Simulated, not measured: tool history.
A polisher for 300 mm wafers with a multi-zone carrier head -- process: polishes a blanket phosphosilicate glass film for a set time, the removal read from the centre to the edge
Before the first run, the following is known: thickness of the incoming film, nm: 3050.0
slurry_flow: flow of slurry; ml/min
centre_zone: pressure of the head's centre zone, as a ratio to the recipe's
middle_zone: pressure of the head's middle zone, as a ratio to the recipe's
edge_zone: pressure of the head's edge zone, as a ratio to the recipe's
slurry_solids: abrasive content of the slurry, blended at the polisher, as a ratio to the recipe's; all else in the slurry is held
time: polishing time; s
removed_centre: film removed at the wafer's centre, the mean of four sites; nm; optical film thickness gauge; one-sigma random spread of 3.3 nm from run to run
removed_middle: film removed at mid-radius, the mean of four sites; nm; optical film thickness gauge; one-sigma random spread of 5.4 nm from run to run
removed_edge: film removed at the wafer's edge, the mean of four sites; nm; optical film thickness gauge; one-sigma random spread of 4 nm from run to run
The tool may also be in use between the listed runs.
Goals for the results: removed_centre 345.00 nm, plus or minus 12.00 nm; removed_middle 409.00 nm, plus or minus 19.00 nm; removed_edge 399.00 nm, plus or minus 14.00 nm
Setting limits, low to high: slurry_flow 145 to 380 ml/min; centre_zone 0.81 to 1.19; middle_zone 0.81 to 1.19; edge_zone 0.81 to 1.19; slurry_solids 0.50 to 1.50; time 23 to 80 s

run  hour  slurry_flow  centre_zone  middle_zone  edge_zone  slurry_solids  time  removed_centre  removed_middle  removed_edge
  1   0.0          245         1.00         1.00       1.00           1.00    51          537.41          529.27        533.09
  2   3.2          245         1.00         1.00       1.00           1.00    58          602.56          589.39        613.01
  3   3.9          240         0.96         1.00       0.98           0.90    56          530.87          531.70        550.39
  4   4.5          240         0.96         1.00       0.98           0.90    68          628.12          654.70        658.77
  5  13.1          240         1.04         1.00       0.98           0.90    68          675.00          663.50        651.62
  6  18.5          240         1.13         1.00       0.98           0.90    68          727.61          656.69        659.56
  7  20.8          225         1.06         1.01       0.98           0.80    65          598.54          561.21        571.60
  8  22.4          210         1.01         1.04       0.97           0.75    64          534.99          532.93        522.54
  9  30.6          200         0.97         1.05       0.98           0.70    63          462.34          504.53        482.54
 10  39.6          190         0.95         1.05       0.98           0.65    63          419.47          458.07        441.96
 11  41.9          180         0.93         1.05       0.98           0.65    63          414.61          453.60        438.59
 12  50.0          175         0.91         1.05       0.98           0.65    63          400.72          458.95        451.88
 13  58.9          170         0.90         1.05       0.97           0.65    63          388.86          439.44        438.18
 14  64.3          165         0.89         1.06       0.96           0.65    63          389.58          451.02        432.28
 15  69.1          160         0.88         1.06       0.96           0.65    63          395.49          437.80        439.76
 16  71.1          160         0.88         1.07       0.96           0.65    63          390.24          442.27        433.41

Below are 4 possible settings for the next run. Only one of them brings all results inside the allowed miss of their targets. Which is it?
  A  73.1          165         0.94         1.10       0.93           0.55    72               ?               ?             ?
  B  73.1          245         0.81         1.17       1.09           0.50    79               ?               ?             ?
  C  73.1          195         0.89         1.09       1.05           0.55    66               ?               ?             ?
  D  73.1          205         0.81         1.14       1.14           0.60    57               ?               ?             ?

move  removed_centre  removed_middle  removed_edge
   A          381.94          433.05        397.84
   B          350.88          463.46        425.81
   C          348.59          406.63        394.11
   D          318.14          412.21        398.38
A: moves toward the targets from the last run without getting all of them in spec
B: the worst result of the last run now meets its target, but another is out of spec
C: hits every target within its allowed miss
D: the result that was furthest off in the last run now lies on the other side of its target
Move C is the one to make.
